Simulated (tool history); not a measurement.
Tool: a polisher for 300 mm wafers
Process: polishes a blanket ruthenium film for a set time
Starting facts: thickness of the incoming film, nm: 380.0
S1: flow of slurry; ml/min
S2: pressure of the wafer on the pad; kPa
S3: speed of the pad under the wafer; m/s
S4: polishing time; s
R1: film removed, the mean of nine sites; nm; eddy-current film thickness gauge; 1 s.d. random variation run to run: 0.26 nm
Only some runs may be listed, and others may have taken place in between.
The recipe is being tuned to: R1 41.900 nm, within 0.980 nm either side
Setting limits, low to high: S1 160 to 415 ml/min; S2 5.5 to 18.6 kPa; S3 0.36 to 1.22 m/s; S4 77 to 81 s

run,day,S1,S2,S3,S4,R1
1,0.000,265,11.7,0.78,77,58.279
2,0.329,265,13.1,0.78,77,62.360
3,0.683,260,11.7,0.78,77,57.872
4,0.908,310,11.7,0.78,77,59.390
5,1.000,290,10.3,0.78,77,53.133
6,1.025,290,10.3,0.78,81,56.988
7,1.088,290,10.3,0.78,81,57.393
8,1.333,275,9.0,0.78,81,51.599
9,1.412,275,5.5,0.78,81,38.777
10,1.488,285,5.5,0.78,81,39.543
11,1.658,295,5.5,0.78,81,39.160

5 next moves are on the table. One of them brings every result within its allowed miss. Which?
A,1.829,365,5.5,0.88,79,?
B,1.829,290,6.9,0.78,81,?
C,1.829,355,5.5,0.86,80,?
D,1.829,280,5.5,0.88,81,?
E,1.829,285,6.9,0.78,77,?

move,R1
A,44.529
B,44.662
C,43.976
D,44.333
E,42.365
A: moves the result that the last run missed by most past its target, out the other side
B: moves the result that the last run missed by most past its target, out the other side
C: moves the result that the last run missed by most past its target, out the other side
D: moves the result that the last run missed by most past its target, out the other side
E: meets every target
Go with E: it meets all targets.

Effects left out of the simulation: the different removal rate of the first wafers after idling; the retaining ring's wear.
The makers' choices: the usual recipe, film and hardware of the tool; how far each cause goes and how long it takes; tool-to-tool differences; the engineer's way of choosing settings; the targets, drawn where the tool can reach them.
